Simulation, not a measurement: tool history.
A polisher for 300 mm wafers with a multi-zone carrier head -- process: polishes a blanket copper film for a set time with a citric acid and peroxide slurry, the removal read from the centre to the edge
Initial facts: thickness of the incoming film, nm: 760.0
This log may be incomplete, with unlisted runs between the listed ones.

run	day	flow of slurry (ml/min)	pressure of the head's centre zone	pressure of the head's middle zone	pressure of the head's edge zone	abrasive content of the slurry	polishing time (s)	film removed at the wafer's centre (Å)	film removed at mid-radius (Å)	film removed at the wafer's edge (Å)
1	0	210	1	1	1	1	76	1592.8	1588.7	1641.3
2	0.112	195	1.01	0.94	0.99	0.95	76	1578.9	1436.2	1578.2
3	0.417	195	1.01	0.94	0.9	0.95	76	1551.4	1456.9	1518.3
4	0.608	195	1.01	0.94	0.95	0.95	76	1563.6	1487.4	1554.1
5	0.962	195	1.01	0.94	0.95	1.15	76	1634.6	1521.2	1611
6	1.258	195	0.93	0.94	0.95	1.15	76	1491.8	1517.7	1600.6
7	1.512	185	0.96	0.9	0.96	1.1	76	1535.7	1471.3	1600.7

Expected results for the next run?
8	1.542	180	0.99	0.87	0.98	0.95	75	?	?	?

Run 8 produced film removed at the wafer's centre (Å) 1484.3, film removed at mid-radius (Å) 1322.6, film removed at the wafer's edge (Å) 1553.2.

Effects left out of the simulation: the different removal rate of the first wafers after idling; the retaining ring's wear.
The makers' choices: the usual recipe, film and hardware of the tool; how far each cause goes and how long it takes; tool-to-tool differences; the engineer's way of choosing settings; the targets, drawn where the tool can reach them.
